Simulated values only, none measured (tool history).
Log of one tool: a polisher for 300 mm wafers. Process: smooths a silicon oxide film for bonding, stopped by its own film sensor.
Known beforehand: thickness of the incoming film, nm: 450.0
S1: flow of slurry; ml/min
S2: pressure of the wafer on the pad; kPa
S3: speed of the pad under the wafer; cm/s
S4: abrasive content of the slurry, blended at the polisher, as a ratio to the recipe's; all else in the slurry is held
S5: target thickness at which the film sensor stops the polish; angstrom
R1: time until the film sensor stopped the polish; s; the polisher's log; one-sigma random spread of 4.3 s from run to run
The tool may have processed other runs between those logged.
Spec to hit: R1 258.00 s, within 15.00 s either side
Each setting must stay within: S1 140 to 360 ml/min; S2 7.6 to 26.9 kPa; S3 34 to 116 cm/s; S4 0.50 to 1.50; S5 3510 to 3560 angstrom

run  hour   S1    S2  S3    S4    S5      R1
  1   0.0  230  17.2  74  1.00  3560  125.51
  2   5.9  285  17.2  74  1.00  3560  122.83
  3  10.1  285  17.2  84  1.00  3560  116.20
  4  12.5  285  15.2  78  0.95  3560  136.75
  5  18.9  285  13.8  72  0.90  3560  161.08
  6  24.8  285  13.8  66  0.90  3560  178.53
  7  27.7  285  12.4  66  0.90  3560  196.33
  8  35.4  285  11.7  66  0.90  3560  201.79
  9  40.4  285  11.0  66  0.90  3560  214.66
 10  44.4  285  10.3  66  0.90  3560  229.02

Which single option among these 4 for the next run brings every result within its allowed miss of target? Just one does.
  A  48.4  335   9.0  86  1.00  3560   ?
  B  48.4  215  10.3  70  0.95  3560   ?
  C  48.4  360  15.2  62  0.75  3530   ?
  D  48.4  305  10.3  60  0.90  3520   ?

move      R1
   A  204.33
   B  222.87
   C  179.53
   D  257.20
A: its largest miss is bigger than the last run's
B: its largest miss is bigger than the last run's
C: its largest miss is bigger than the last run's
D: in spec on every target
D is the move that brings every result within its allowed miss.
